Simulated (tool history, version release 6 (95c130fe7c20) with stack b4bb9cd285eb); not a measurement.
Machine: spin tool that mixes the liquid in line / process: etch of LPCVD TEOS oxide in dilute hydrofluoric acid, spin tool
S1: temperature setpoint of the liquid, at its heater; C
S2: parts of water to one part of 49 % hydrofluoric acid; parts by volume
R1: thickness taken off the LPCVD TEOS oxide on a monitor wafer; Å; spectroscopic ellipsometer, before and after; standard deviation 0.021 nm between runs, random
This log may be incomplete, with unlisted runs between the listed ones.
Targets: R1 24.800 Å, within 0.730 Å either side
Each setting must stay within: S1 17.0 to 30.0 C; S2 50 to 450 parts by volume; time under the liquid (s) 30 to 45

{"run": 1, "hour": 0.0, "S1": 22.0, "S2": 250, "time under the liquid (s)": 45, "R1": 37.213}
{"run": 2, "hour": 0.9, "S1": 24.5, "S2": 250, "time under the liquid (s)": 45, "R1": 40.831}
{"run": 3, "hour": 9.2, "S1": 23.5, "S2": 255, "time under the liquid (s)": 45, "R1": 38.899}
{"run": 4, "hour": 13.6, "S1": 22.5, "S2": 260, "time under the liquid (s)": 45, "R1": 37.046}
{"run": 5, "hour": 15.0, "S1": 22.5, "S2": 295, "time under the liquid (s)": 45, "R1": 31.423}
{"run": 6, "hour": 18.6, "S1": 22.0, "S2": 295, "time under the liquid (s)": 45, "R1": 30.364}
{"run": 7, "hour": 24.8, "S1": 21.5, "S2": 295, "time under the liquid (s)": 45, "R1": 29.767}
{"run": 8, "hour": 29.1, "S1": 21.0, "S2": 295, "time under the liquid (s)": 45, "R1": 29.382}
{"run": 9, "hour": 36.1, "S1": 20.5, "S2": 295, "time under the liquid (s)": 45, "R1": 28.876}
{"run": 10, "hour": 43.9, "S1": 20.0, "S2": 295, "time under the liquid (s)": 45, "R1": 28.24}
{"run": 11, "hour": 52.8, "S1": 19.5, "S2": 295, "time under the liquid (s)": 45, "R1": 27.603}
{"run": 12, "hour": 61.0, "S1": 19.0, "S2": 295, "time under the liquid (s)": 45, "R1": 27.003}
{"run": 13, "hour": 69.3, "S1": 18.0, "S2": 295, "time under the liquid (s)": 45, "R1": 26.255}

Pick the move, out of 5, that brings all results within their allowed miss; only one does.
{"run": "A", "hour": 77.6, "S1": 17.5, "S2": 295, "time under the liquid (s)": 40, "R1": "?"}
{"run": "B", "hour": 77.6, "S1": 20.0, "S2": 330, "time under the liquid (s)": 45, "R1": "?"}
{"run": "C", "hour": 77.6, "S1": 17.5, "S2": 275, "time under the liquid (s)": 45, "R1": "?"}
{"run": "D", "hour": 77.6, "S1": 17.5, "S2": 290, "time under the liquid (s)": 40, "R1": "?"}
{"run": "E", "hour": 77.6, "S1": 17.5, "S2": 315, "time under the liquid (s)": 45, "R1": "?"}

move=A R1=22.975
move=B R1=24.584
move=C R1=28.205
move=D R1=23.471
move=E R1=23.802
A: pushes the last run's worst result past its target
B: meets every target
C: further off than the last run
D: pushes the last run's worst result past its target
E: pushes the last run's worst result past its target
Move B is the one to make.
